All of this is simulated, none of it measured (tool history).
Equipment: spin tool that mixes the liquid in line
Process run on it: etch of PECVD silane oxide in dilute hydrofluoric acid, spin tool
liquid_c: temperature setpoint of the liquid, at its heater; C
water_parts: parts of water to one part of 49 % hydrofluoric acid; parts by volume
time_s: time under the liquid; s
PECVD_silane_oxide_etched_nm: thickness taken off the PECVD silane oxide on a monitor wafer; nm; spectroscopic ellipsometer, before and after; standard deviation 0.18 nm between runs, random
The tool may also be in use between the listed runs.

run  hour  liquid_c  water_parts  time_s  PECVD_silane_oxide_etched_nm
  1   0.0      26.0          105      35                        6.8138
  2   0.6      26.0          105      25                        4.8189
  3   4.2      28.5           80      30                        8.6942
  4  10.7      30.0           65      30                       11.5380
     14.2  -- thermometer replaced
  5  14.2      32.5           65      30                       13.9350
  6  22.4      32.5           95      30                        9.0748
  7  24.1      33.0           75      30                       12.0800
  8  26.6      33.5           60      30                       15.8670
  9  33.9      33.5           50      30                       19.1900
 10  39.0      34.0           25      30                       41.2300
 11  42.1      30.0           25      30                       35.4940
 12  45.4      27.5           25      30                       31.7730
 13  51.4      25.5           25      30                       29.1690

Run 14 is up next; what results do you expect?
 14  60.3      25.5           25      30                             ?

{"run 14": {"PECVD_silane_oxide_etched_nm": 29.499}}
